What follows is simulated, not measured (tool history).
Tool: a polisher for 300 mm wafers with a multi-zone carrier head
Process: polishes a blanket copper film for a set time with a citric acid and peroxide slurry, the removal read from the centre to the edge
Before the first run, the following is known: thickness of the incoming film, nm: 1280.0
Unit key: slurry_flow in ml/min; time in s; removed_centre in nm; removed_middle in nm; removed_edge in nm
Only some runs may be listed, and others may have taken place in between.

run	day	slurry_flow	centre_zone	middle_zone	edge_zone	slurry_solids	time	removed_centre	removed_middle	removed_edge
1	0	255	1	1	1	1	65	93.547	96.043	93.124
2	0.158	255	1	1	1	1.2	65	98.525	99.207	99.956
3	0.425	250	1	0.94	0.98	1.05	64	93.156	89.739	93.413
4	0.658	290	1	0.94	0.98	1.05	64	92.751	88.549	93.494
5	0.729	290	0.93	0.94	0.98	1.05	64	86.624	89.317	94.837
6	0.9	290	0.93	0.89	0.98	1.05	64	88.435	84.562	95.52
7	1.125	285	0.95	0.88	0.94	0.9	64	85.318	82.952	87.419
8	1.221	285	0.96	0.86	0.93	0.85	63	84.508	78.564	86.411
9	1.321	285	0.96	0.85	0.9	0.8	63	83.276	77.473	81.839
10	1.621	285	0.96	0.84	0.89	0.8	63	81.946	76.185	83.417

Predict the results of run 11:
11	1.738	285	0.97	0.84	0.88	0.75	63	?	?	?

removed_centre: 83.206 nm
removed_middle: 74.933 nm
removed_edge: 83.305 nm
